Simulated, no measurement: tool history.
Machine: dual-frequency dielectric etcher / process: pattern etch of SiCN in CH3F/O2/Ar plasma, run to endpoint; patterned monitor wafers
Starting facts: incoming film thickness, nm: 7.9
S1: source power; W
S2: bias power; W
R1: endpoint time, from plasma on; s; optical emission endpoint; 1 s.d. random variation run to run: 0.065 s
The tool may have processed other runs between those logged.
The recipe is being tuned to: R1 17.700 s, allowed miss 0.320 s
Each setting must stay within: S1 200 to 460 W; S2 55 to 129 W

run  hour   S1   S2      R1
  1   0.0  330   92  19.462
  2   1.7  330  104  18.734
  3   3.1  280  104  19.733
  4   6.7  280   88  20.778
  5  14.5  320   88  19.933
  6  18.0  320  103  18.858
  7  23.2  330  103  18.879
  8  30.1  340  104  18.509
  9  32.3  360  105  18.138

Which of these 4 next moves meets every target?
  A  34.5  360   99   ?
  B  34.5  370  110   ?
  C  34.5  330  105   ?
  D  34.5  410  114   ?

move      R1
   A  18.312
   B  17.545
   C  18.488
   D  16.764
A: lands further from the targets than the last run did
B: meets every target
C: lands further from the targets than the last run did
D: the result that was furthest off in the last run now lies on the other side of its target
Move B is the one to make.
